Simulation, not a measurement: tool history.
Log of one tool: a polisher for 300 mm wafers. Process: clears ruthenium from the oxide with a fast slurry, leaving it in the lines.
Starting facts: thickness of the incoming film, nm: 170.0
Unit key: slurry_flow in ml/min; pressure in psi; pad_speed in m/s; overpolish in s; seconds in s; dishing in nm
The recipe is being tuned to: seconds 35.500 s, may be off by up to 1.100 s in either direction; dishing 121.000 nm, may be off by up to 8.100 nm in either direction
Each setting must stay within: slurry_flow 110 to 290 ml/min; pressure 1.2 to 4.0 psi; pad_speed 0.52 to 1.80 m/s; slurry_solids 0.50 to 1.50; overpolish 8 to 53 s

Run 1, hour 0.0: slurry_flow 185 ml/min, pressure 2.6 psi, pad_speed 1.16 m/s, slurry_solids 1.00, overpolish 27 s. Result: seconds 40.150 s, dishing 77.163 nm.
Run 2, hour 3.1: slurry_flow 170 ml/min, pressure 2.6 psi, pad_speed 1.16 m/s, slurry_solids 1.00, overpolish 27 s. Result: seconds 40.450 s, dishing 81.421 nm.
Run 3, hour 8.1: slurry_flow 165 ml/min, pressure 2.6 psi, pad_speed 1.16 m/s, slurry_solids 1.00, overpolish 28 s. Result: seconds 40.203 s, dishing 80.646 nm.
Run 4, hour 10.0: slurry_flow 165 ml/min, pressure 3.2 psi, pad_speed 1.16 m/s, slurry_solids 1.00, overpolish 28 s. Result: seconds 33.154 s, dishing 93.683 nm.
Run 5, hour 10.9: slurry_flow 165 ml/min, pressure 3.8 psi, pad_speed 1.16 m/s, slurry_solids 1.00, overpolish 28 s. Result: seconds 28.144 s, dishing 103.240 nm.
Run 6, hour 16.9: slurry_flow 165 ml/min, pressure 3.8 psi, pad_speed 1.16 m/s, slurry_solids 1.00, overpolish 18 s. Result: seconds 28.693 s, dishing 77.726 nm.
At hour 21.4: worn pad replaced by a new one.
Run 7, hour 21.4: slurry_flow 165 ml/min, pressure 3.7 psi, pad_speed 1.16 m/s, slurry_solids 1.00, overpolish 20 s. Result: seconds 27.547 s, dishing 85.603 nm.
Run 8, hour 28.4: slurry_flow 165 ml/min, pressure 3.6 psi, pad_speed 1.16 m/s, slurry_solids 1.00, overpolish 22 s. Result: seconds 27.893 s, dishing 90.207 nm.
Run 9, hour 31.8: slurry_flow 165 ml/min, pressure 3.5 psi, pad_speed 1.16 m/s, slurry_solids 1.00, overpolish 24 s. Result: seconds 29.139 s, dishing 92.718 nm.
Run 10, hour 34.3: slurry_flow 150 ml/min, pressure 3.0 psi, pad_speed 1.16 m/s, slurry_solids 1.00, overpolish 37 s. Result: seconds 33.670 s, dishing 114.960 nm.
Run 11, hour 36.4: slurry_flow 150 ml/min, pressure 2.9 psi, pad_speed 1.16 m/s, slurry_solids 1.00, overpolish 39 s. Result: seconds 35.551 s, dishing 110.930 nm.

Which of these 4 next moves meets every target?
Run A, hour 38.5: slurry_flow 155 ml/min, pressure 3.1 psi, pad_speed 1.14 m/s, slurry_solids 0.85, overpolish 36 s. Result: seconds ?, dishing ?.
Run B, hour 38.5: slurry_flow 145 ml/min, pressure 2.7 psi, pad_speed 1.20 m/s, slurry_solids 1.15, overpolish 34 s. Result: seconds ?, dishing ?.
Run C, hour 38.5: slurry_flow 135 ml/min, pressure 2.7 psi, pad_speed 1.26 m/s, slurry_solids 1.00, overpolish 44 s. Result: seconds ?, dishing ?.
Run D, hour 38.5: slurry_flow 130 ml/min, pressure 2.8 psi, pad_speed 1.18 m/s, slurry_solids 1.10, overpolish 34 s. Result: seconds ?, dishing ?.

move  seconds  dishing
   A   36.545  106.680
   B   34.746  106.210
   C   35.914  122.200
   D   35.632  104.450
A: the biggest miss grows against the last run
B: the biggest miss grows against the last run
C: meets every target
D: the biggest miss grows against the last run
Go with C: it meets all targets.

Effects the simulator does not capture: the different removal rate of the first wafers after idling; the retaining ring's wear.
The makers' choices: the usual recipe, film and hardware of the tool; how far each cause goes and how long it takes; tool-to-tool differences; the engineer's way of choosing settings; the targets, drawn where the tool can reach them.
